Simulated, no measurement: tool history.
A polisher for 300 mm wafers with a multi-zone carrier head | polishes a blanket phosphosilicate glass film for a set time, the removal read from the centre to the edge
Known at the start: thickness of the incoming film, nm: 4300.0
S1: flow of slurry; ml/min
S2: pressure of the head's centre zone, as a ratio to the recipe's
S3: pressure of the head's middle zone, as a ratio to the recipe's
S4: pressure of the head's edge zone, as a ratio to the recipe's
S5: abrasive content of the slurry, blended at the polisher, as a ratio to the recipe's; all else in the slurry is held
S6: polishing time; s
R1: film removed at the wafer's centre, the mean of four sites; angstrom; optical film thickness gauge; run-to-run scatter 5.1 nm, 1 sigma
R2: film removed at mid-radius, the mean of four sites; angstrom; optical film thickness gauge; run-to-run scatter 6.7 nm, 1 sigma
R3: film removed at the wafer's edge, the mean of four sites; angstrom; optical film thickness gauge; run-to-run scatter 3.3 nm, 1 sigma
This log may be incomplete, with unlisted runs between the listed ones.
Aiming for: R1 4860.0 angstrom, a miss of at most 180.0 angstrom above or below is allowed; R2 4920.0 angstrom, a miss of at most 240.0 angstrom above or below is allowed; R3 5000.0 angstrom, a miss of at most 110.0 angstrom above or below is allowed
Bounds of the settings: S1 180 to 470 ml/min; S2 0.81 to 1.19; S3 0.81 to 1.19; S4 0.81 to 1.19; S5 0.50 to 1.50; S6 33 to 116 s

run 1 day=0.000 | S1=300 S2=1.00 S3=1.00 S4=1.00 S5=1.00 S6=74 | R1=8149.4 R2=8134.5 R3=7909.3
run 2 day=0.288 | S1=300 S2=1.00 S3=1.00 S4=1.00 S5=0.80 S6=74 | R1=6669.3 R2=6765.4 R3=6668.9
run 3 day=0.458 | S1=300 S2=1.00 S3=1.00 S4=1.00 S5=0.95 S6=74 | R1=7874.0 R2=7939.5 R3=7631.7
run 4 day=0.779 | S1=295 S2=0.99 S3=0.98 S4=0.97 S5=0.85 S6=74 | R1=7036.0 R2=6954.1 R3=6924.5
run 5 day=0.817 | S1=295 S2=1.06 S3=0.98 S4=0.97 S5=0.85 S6=74 | R1=7634.7 R2=6964.2 R3=6886.3
run 6 day=0.950 | S1=295 S2=1.06 S3=0.98 S4=0.91 S5=0.85 S6=74 | R1=7504.2 R2=7100.6 R3=6745.9
run 7 day=1.267 | S1=265 S2=0.96 S3=0.88 S4=0.87 S5=0.60 S6=63 | R1=3782.5 R2=3599.7 R3=3775.5
run 8 day=1.467 | S1=350 S2=1.03 S3=0.98 S4=0.97 S5=0.50 S6=62 | R1=2985.6 R2=2917.7 R3=2830.2
-- day=1.508 edge zone pressure recalibrated
run 9 day=1.508 | S1=315 S2=1.03 S3=0.99 S4=0.99 S5=0.55 S6=62 | R1=3508.6 R2=3464.4 R3=3319.3
run 10 day=1.846 | S1=290 S2=1.02 S3=0.99 S4=1.02 S5=0.55 S6=62 | R1=3463.0 R2=3491.2 R3=3369.8
run 11 day=2.133 | S1=270 S2=1.01 S3=0.98 S4=1.03 S5=0.60 S6=62 | R1=3967.6 R2=3916.7 R3=3844.1
run 12 day=2.362 | S1=185 S2=0.95 S3=1.00 S4=1.12 S5=0.70 S6=62 | R1=4403.7 R2=4623.0 R3=4696.0
run 13 day=2.542 | S1=185 S2=1.02 S3=1.04 S4=1.19 S5=0.75 S6=62 | R1=4969.6 R2=5047.7 R3=5163.1
run 14 day=2.846 | S1=185 S2=1.02 S3=1.04 S4=1.18 S5=0.75 S6=62 | R1=5027.9 R2=5190.9 R3=5177.5
run 15 day=3.054 | S1=185 S2=1.02 S3=1.03 S4=1.17 S5=0.75 S6=62 | R1=4934.9 R2=5029.5 R3=5150.4
run 16 day=3.233 | S1=185 S2=1.02 S3=1.03 S4=1.16 S5=0.75 S6=62 | R1=4867.8 R2=5089.6 R3=5134.5
run 17 day=3.554 | S1=190 S2=1.02 S3=1.03 S4=1.15 S5=0.75 S6=62 | R1=5042.6 R2=5187.5 R3=5106.6

Next run, 5 choices. One meets every target within its allowed miss, the rest don't. Which?
run A day=3.875 | S1=240 S2=0.99 S3=0.98 S4=1.11 S5=0.70 S6=64 | R1=? R2=? R3=?
run B day=3.875 | S1=255 S2=0.91 S3=1.03 S4=1.10 S5=0.65 S6=73 | R1=? R2=? R3=?
run C day=3.875 | S1=280 S2=0.96 S3=1.15 S4=1.13 S5=0.60 S6=75 | R1=? R2=? R3=?
run D day=3.875 | S1=335 S2=1.09 S3=0.96 S4=1.17 S5=0.65 S6=67 | R1=? R2=? R3=?
run E day=3.875 | S1=180 S2=1.05 S3=1.12 S4=1.03 S5=0.90 S6=54 | R1=? R2=? R3=?

move=A R1=4900.5 R2=4912.3 R3=5002.5
move=B R1=4732.9 R2=5382.4 R3=5220.1
move=C R1=4647.2 R2=5489.3 R3=4878.0
move=D R1=5385.2 R2=4793.8 R3=5032.9
move=E R1=5283.4 R2=5615.9 R3=5011.5
A: every result lands within tolerance
B: moves away from the targets compared with the last run
C: moves away from the targets compared with the last run
D: puts the biggest miss on target and leaves a different result outside tolerance
E: moves away from the targets compared with the last run
A meets every target.

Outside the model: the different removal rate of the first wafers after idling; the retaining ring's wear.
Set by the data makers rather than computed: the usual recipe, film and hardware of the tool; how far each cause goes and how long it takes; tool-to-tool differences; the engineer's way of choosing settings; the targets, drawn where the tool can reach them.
